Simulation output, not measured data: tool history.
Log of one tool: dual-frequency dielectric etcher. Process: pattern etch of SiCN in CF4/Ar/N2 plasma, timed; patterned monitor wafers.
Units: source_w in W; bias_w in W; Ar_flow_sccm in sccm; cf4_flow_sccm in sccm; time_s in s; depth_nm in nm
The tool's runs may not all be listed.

run,day,source_w,bias_w,Ar_flow_sccm,cf4_flow_sccm,time_s,depth_nm
1,0.000,490,87,84,82,48,47.225
2,0.062,460,87,84,82,48,45.347
3,0.138,460,87,84,82,44,41.522
4,0.329,450,87,84,82,44,41.106
5,0.425,440,87,84,82,44,40.535
6,0.458,440,87,84,94,44,41.320
7,0.512,430,87,84,94,44,40.449
8,0.650,420,87,84,94,44,39.379
9,0.996,410,87,84,94,44,38.715

Forecast run 10:
10,1.121,400,87,84,94,44,?

depth_nm: 37.941 nm

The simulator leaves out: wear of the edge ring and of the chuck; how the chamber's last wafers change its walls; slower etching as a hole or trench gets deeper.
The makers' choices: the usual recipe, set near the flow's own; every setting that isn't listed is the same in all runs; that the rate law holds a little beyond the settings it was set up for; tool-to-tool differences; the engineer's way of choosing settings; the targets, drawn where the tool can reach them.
